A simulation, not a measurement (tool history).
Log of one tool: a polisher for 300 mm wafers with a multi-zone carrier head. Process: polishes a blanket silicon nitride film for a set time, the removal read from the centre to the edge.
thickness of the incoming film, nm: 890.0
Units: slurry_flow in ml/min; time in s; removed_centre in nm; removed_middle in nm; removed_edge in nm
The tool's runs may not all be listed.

Run 1, hour 0.0: slurry_flow 145 ml/min, centre_zone 1.00, middle_zone 1.00, edge_zone 1.00, time 83 s. Result: removed_centre 121.210 nm, removed_middle 123.470 nm, removed_edge 126.620 nm.
Run 2, hour 2.1: slurry_flow 125 ml/min, centre_zone 1.00, middle_zone 1.00, edge_zone 1.00, time 83 s. Result: removed_centre 114.420 nm, removed_middle 120.550 nm, removed_edge 122.180 nm.
Run 3, hour 8.2: slurry_flow 125 ml/min, centre_zone 1.00, middle_zone 1.00, edge_zone 1.03, time 83 s. Result: removed_centre 117.770 nm, removed_middle 119.520 nm, removed_edge 126.680 nm.
Run 4, hour 13.4: slurry_flow 120 ml/min, centre_zone 1.00, middle_zone 0.99, edge_zone 1.00, time 79 s. Result: removed_centre 108.590 nm, removed_middle 113.010 nm, removed_edge 119.800 nm.
Run 5, hour 19.4: slurry_flow 120 ml/min, centre_zone 1.00, middle_zone 0.91, edge_zone 1.00, time 79 s. Result: removed_centre 108.620 nm, removed_middle 104.070 nm, removed_edge 117.970 nm.
Run 6, hour 27.8: slurry_flow 125 ml/min, centre_zone 1.00, middle_zone 0.92, edge_zone 0.98, time 74 s. Result: removed_centre 104.150 nm, removed_middle 101.010 nm, removed_edge 111.230 nm.
Run 7, hour 32.6: slurry_flow 125 ml/min, centre_zone 0.99, middle_zone 0.93, edge_zone 0.96, time 70 s. Result: removed_centre 97.625 nm, removed_middle 97.523 nm, removed_edge 101.850 nm.
Run 8, hour 35.9: slurry_flow 125 ml/min, centre_zone 0.97, middle_zone 0.92, edge_zone 0.94, time 68 s. Result: removed_centre 90.130 nm, removed_middle 91.519 nm, removed_edge 97.901 nm.
Run 9, hour 42.9: slurry_flow 125 ml/min, centre_zone 0.97, middle_zone 1.02, edge_zone 0.84, time 48 s. Result: removed_centre 64.859 nm, removed_middle 70.738 nm, removed_edge 64.412 nm.
Run 10, hour 46.2: slurry_flow 130 ml/min, centre_zone 0.97, middle_zone 1.02, edge_zone 0.85, time 48 s. Result: removed_centre 64.726 nm, removed_middle 71.559 nm, removed_edge 67.470 nm.
Run 11, hour 49.5: slurry_flow 135 ml/min, centre_zone 0.97, middle_zone 1.02, edge_zone 0.85, time 48 s. Result: removed_centre 65.513 nm, removed_middle 71.658 nm, removed_edge 66.767 nm.
Run 12, hour 50.6: slurry_flow 140 ml/min, centre_zone 0.97, middle_zone 1.02, edge_zone 0.86, time 48 s. Result: removed_centre 66.095 nm, removed_middle 72.400 nm, removed_edge 68.453 nm.

The next listed run, before its measurement:
Run 13, hour 55.4: slurry_flow 145 ml/min, centre_zone 0.97, middle_zone 1.03, edge_zone 0.86, time 48 s. Result: removed_centre ?, removed_middle ?, removed_edge ?.

removed_centre: 68.178 nm
removed_middle: 72.451 nm
removed_edge: 68.297 nm
